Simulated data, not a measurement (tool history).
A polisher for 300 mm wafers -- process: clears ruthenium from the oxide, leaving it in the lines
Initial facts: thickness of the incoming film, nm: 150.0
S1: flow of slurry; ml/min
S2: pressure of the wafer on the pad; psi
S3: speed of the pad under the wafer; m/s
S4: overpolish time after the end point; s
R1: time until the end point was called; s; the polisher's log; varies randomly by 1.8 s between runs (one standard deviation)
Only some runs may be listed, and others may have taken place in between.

{"run": 1, "hour": 0.0, "S1": 275, "S2": 2.4, "S3": 0.8, "S4": 7, "R1": 159.67}
{"run": 2, "hour": 7.9, "S1": 275, "S2": 2.4, "S3": 0.94, "S4": 7, "R1": 142.8}
{"run": 3, "hour": 15.2, "S1": 275, "S2": 2.1, "S3": 0.94, "S4": 7, "R1": 159.11}
{"run": 4, "hour": 21.1, "S1": 275, "S2": 2.2, "S3": 0.94, "S4": 7, "R1": 154.46}
{"run": 5, "hour": 23.7, "S1": 275, "S2": 2.2, "S3": 0.78, "S4": 7, "R1": 174.97}
{"run": 6, "hour": 30.5, "S1": 215, "S2": 2.2, "S3": 0.78, "S4": 7, "R1": 175.67}
{"run": 7, "hour": 39.0, "S1": 215, "S2": 2.4, "S3": 0.8, "S4": 7, "R1": 161.73}
{"run": 8, "hour": 41.0, "S1": 215, "S2": 2.6, "S3": 0.8, "S4": 7, "R1": 153.29}
{"run": 9, "hour": 42.6, "S1": 215, "S2": 2.7, "S3": 0.82, "S4": 7, "R1": 144.45}

Run 10 comes next. What will it give?
{"run": 10, "hour": 44.5, "S1": 215, "S2": 2.8, "S3": 0.82, "S4": 7, "R1": "?"}

Run 10 gave R1 142.14 s.

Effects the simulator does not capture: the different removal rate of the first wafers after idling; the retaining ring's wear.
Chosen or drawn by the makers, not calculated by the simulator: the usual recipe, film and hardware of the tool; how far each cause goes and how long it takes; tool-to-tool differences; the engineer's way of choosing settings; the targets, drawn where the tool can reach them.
